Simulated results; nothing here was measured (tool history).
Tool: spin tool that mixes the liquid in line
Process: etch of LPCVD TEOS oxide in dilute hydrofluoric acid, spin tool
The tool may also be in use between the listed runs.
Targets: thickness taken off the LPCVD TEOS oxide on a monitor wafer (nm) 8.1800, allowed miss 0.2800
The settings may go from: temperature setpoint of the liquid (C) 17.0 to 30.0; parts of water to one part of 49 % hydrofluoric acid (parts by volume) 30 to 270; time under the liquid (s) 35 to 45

run    day  temperature setpoint of the liquid (C)  parts of water to one part of 49 % hydrofluoric acid (parts by volume)  time under the liquid (s)  thickness taken off the LPCVD TEOS oxide on a monitor wafer (nm)
  1  0.000                                    22.0                                                                     150                         45                                                           10.3060
  2  0.262                                    19.5                                                                     150                         45                                                            9.3529
  3  0.358                                    19.5                                                                     100                         45                                                           14.7350
  4  0.621                                    19.0                                                                     115                         45                                                           12.5480
  5  0.888                                    18.5                                                                     125                         45                                                           11.2470
  6  1.117                                    18.5                                                                     100                         45                                                           14.3460
  7  1.396                                    18.0                                                                     115                         45                                                           11.9890
  8  1.579                                    18.0                                                                     125                         45                                                           10.7940
  9  1.742                                    18.0                                                                     130                         45                                                           10.2830
 10  1.842                                    18.0                                                                     135                         45                                                            9.9060

Which of these 5 next moves meets every target?
  A  1.942                                    17.5                                                                     160                         45                                                                 ?
  B  1.942                                    23.0                                                                     120                         35                                                                 ?
  C  1.942                                    17.0                                                                     135                         35                                                                 ?
  D  1.942                                    18.0                                                                     120                         45                                                                 ?
  E  1.942                                    17.5                                                                     105                         45                                                                 ?

move  thickness taken off the LPCVD TEOS oxide on a monitor wafer (nm)
   A                                                            7.9109
   B                                                           10.6640
   C                                                            7.3215
   D                                                           11.2060
   E                                                           12.7400
A: meets every target
B: further off than the last run
C: takes the result that was furthest off past its target
D: further off than the last run
E: further off than the last run
The right move is A.
